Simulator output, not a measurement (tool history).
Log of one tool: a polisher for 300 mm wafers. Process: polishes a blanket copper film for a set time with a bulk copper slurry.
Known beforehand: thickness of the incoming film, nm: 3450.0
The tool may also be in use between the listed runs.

run	hour	flow of slurry (ml/min)	pressure of the wafer on the pad (kPa)	speed of the pad under the wafer (m/s)	abrasive content of the slurry	polishing time (s)	film removed (nm)
1	0.0	175	14.5	0.96	1.0	78	464.62
2	6.5	175	14.5	0.72	1.0	78	352.15
3	13.7	175	14.5	0.50	1.0	78	243.38
4	14.6	175	17.2	0.70	1.0	78	406.52
5	18.5	175	18.6	0.82	1.0	78	499.04
6	21.1	175	20.0	0.94	1.0	78	614.32
7	21.9	175	20.7	1.04	1.0	78	721.21
8	27.3	175	21.4	1.10	1.0	78	743.96
9	35.8	175	21.4	1.18	1.0	78	829.11

What does the tool deliver on the next run?
10	43.0	175	21.4	1.22	1.0	78	?

{"run 10": {"film removed (nm)": 858.86}}

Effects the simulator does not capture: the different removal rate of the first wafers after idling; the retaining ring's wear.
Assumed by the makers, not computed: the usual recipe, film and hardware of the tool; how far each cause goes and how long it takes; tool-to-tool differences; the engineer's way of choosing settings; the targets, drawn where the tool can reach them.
